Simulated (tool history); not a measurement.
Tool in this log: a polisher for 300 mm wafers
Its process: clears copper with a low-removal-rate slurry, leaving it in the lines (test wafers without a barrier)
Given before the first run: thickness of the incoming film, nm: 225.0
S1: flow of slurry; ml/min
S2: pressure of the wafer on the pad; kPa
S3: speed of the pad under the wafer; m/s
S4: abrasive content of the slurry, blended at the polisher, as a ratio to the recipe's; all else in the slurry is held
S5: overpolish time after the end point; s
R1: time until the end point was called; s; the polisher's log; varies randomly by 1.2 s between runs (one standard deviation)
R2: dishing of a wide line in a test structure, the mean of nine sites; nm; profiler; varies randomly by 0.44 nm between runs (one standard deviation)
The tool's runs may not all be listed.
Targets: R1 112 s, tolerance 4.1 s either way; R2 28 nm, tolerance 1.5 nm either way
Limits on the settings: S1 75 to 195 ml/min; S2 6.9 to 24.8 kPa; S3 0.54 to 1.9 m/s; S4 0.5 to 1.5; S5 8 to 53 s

run  hour   S1    S2    S3  S4  S5      R1      R2
  1     0  125  15.9  1.22   1  27  82.918  29.609
  2   5.9  125  12.4  1.22   1  27  101.54  25.498
  3     8  120  12.4  1.22   1  29  104.78  25.959
  4  14.6  120     9  1.22   1  29  142.02  22.805
  5  19.8  120   6.9  1.22   1  29  181.67  19.859
  6  21.1  125   7.6  1.22   1  31  162.66   21.72
  7  29.8  130   8.3  1.22   1  32   152.8  23.833
  8  33.1  135     9  1.22   1  31  139.24  24.481
  9  40.3  145     9  1.22   1  30  138.51  23.081
 10  44.3  150   9.7  1.22   1  31  126.17   25.73
 11  52.5  155   9.7  1.22   1  31  124.07  24.765
 12  59.2  160   9.7  1.22   1  32  126.29  25.569
 13  68.1  165   9.7  1.22   1  32  126.44  24.841
 14  76.2  165   9.7  1.22   1  33  126.46  25.733
 15  78.2  175  10.3  1.22   1  34  117.51   27.25

Which single option among these 4 for the next run brings every result within its allowed miss of target? Just one does.
  A  80.2  170  10.3   1.3    1  36   ?   ?
  B  80.2  180  11.7   1.2  0.7  26   ?   ?
  C  80.2  170    11  1.14  0.7  36   ?   ?
  D  80.2  135   9.7  1.46  0.9  27   ?   ?

move      R1      R2
   A     110  28.876
   B  109.69  25.802
   C   122.5  28.001
   D   112.4  25.648
A: in spec on every target
B: gets the furthest-off result to its target, but another result is out of tolerance
C: the biggest miss grows against the last run
D: gets the furthest-off result to its target, but another result is out of tolerance
Answer: A
